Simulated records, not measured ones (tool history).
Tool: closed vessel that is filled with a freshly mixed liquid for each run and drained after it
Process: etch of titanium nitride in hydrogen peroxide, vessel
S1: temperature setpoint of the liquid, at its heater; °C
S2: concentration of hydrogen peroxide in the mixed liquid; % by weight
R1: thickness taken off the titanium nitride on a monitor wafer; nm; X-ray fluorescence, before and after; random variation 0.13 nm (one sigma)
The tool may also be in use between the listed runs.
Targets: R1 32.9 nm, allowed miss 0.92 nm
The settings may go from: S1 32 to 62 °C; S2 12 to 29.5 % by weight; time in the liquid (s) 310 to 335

Run 1, hour 0: S1 46 °C, S2 20 % by weight, time in the liquid (s) 310. Result: R1 15.85 nm.
Run 2, hour 2.2: S1 46 °C, S2 17 % by weight, time in the liquid (s) 310. Result: R1 15.234 nm.
Run 3, hour 3.4: S1 47 °C, S2 17 % by weight, time in the liquid (s) 310. Result: R1 16.328 nm.
Run 4, hour 4.9: S1 47 °C, S2 14 % by weight, time in the liquid (s) 310. Result: R1 15.614 nm.
Run 5, hour 6.3: S1 48 °C, S2 14 % by weight, time in the liquid (s) 310. Result: R1 16.916 nm.
Run 6, hour 9: S1 48 °C, S2 17 % by weight, time in the liquid (s) 310. Result: R1 17.668 nm.
Run 7, hour 10.2: S1 49 °C, S2 17 % by weight, time in the liquid (s) 310. Result: R1 19.106 nm.
Run 8, hour 11.7: S1 50 °C, S2 17 % by weight, time in the liquid (s) 310. Result: R1 20.422 nm.
Run 9, hour 13.3: S1 50.5 °C, S2 17 % by weight, time in the liquid (s) 310. Result: R1 21.01 nm.
Run 10, hour 14.6: S1 51 °C, S2 17 % by weight, time in the liquid (s) 310. Result: R1 21.94 nm.
Run 11, hour 21.5: S1 51.5 °C, S2 17 % by weight, time in the liquid (s) 310. Result: R1 22.74 nm.
Run 12, hour 26.7: S1 52 °C, S2 17 % by weight, time in the liquid (s) 310. Result: R1 23.48 nm.

4 next moves are on the table. One of them brings every result within its allowed miss. Which?
Run A, hour 31.9: S1 55.5 °C, S2 19 % by weight, time in the liquid (s) 310. Result: R1 ?.
Run B, hour 31.9: S1 47 °C, S2 15.5 % by weight, time in the liquid (s) 310. Result: R1 ?.
Run C, hour 31.9: S1 56 °C, S2 22.5 % by weight, time in the liquid (s) 310. Result: R1 ?.
Run D, hour 31.9: S1 49.5 °C, S2 15.5 % by weight, time in the liquid (s) 310. Result: R1 ?.

move      R1
   A  30.991
   B  16.137
   C  33.277
   D  19.369
A: nearer than the last run, and not there yet
B: further off than the last run
C: meets every target
D: further off than the last run
Answer: C

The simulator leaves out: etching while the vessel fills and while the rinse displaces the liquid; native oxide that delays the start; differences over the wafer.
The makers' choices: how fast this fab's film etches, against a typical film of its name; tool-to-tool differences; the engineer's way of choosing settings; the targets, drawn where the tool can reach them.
